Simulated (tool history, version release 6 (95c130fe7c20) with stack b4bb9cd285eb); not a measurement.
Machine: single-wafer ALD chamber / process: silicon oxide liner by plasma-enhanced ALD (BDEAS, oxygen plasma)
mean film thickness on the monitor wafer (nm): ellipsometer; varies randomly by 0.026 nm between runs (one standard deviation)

run	hour	heater temperature setpoint (°C)	number of ALD cycles (cycles)	mean film thickness on the monitor wafer (nm)
1	0	320	78	6.9515
2	4.4	320	74	6.5643
3	11.5	320	68	6.0663
4	13.2	325	68	6.0276
5	18.2	330	68	6.0234
6	26.5	330	77	6.768

For run 7, what comes out?
7	27.5	330	72	?

Logged for run 7: mean film thickness on the monitor wafer (nm) 6.2952.
